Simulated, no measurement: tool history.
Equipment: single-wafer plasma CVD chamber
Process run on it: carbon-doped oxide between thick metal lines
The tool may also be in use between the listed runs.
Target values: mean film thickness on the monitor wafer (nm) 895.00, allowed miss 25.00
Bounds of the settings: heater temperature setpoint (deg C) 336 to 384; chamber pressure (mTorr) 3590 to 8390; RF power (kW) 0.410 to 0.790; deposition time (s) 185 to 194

| run | hour | heater temperature setpoint (deg C) | chamber pressure (mTorr) | RF power (kW) | deposition time (s) | mean film thickness on the monitor wafer (nm) |
|---|---|---|---|---|---|---|
| 1 | 0.0 | 360 | 5990 | 0.600 | 194 | 1008.60 |
| 2 | 4.0 | 366 | 5990 | 0.600 | 194 | 1001.40 |
| 3 | 5.8 | 366 | 7020 | 0.600 | 194 | 1014.10 |
| 4 | 11.0 | 366 | 7010 | 0.580 | 193 | 997.32 |
| 5 | 20.0 | 366 | 6980 | 0.560 | 192 | 970.61 |
| 6 | 26.7 | 366 | 6960 | 0.545 | 191 | 953.68 |
| 7 | 29.0 | 366 | 6960 | 0.545 | 191 | 958.11 |
| 8 | 29.9 | 366 | 6940 | 0.530 | 190 | 943.96 |
| 9 | 37.5 | 366 | 6930 | 0.520 | 189 | 925.55 |
| 10 | 42.2 | 366 | 6910 | 0.515 | 189 | 923.43 |

Exercise: of the 5 proposed moves below, exactly one satisfies all targets within the stated allowed misses. Which move is it?
| A | 46.9 | 370 | 7000 | 0.600 | 185 | ? |
| B | 46.9 | 373 | 5720 | 0.660 | 185 | ? |
| C | 46.9 | 370 | 6860 | 0.510 | 185 | ? |
| D | 46.9 | 371 | 7470 | 0.525 | 194 | ? |
| E | 46.9 | 384 | 6870 | 0.480 | 185 | ? |

| move | mean film thickness on the monitor wafer (nm) |
|---|---|
| A | 957.09 |
| B | 969.94 |
| C | 890.75 |
| D | 950.68 |
| E | 845.80 |
A: the biggest miss grows against the last run
B: the biggest miss grows against the last run
C: hits every target within its allowed miss
D: the biggest miss grows against the last run
E: carries the result that was furthest off beyond its target, to the other side
The move that meets every target is C.
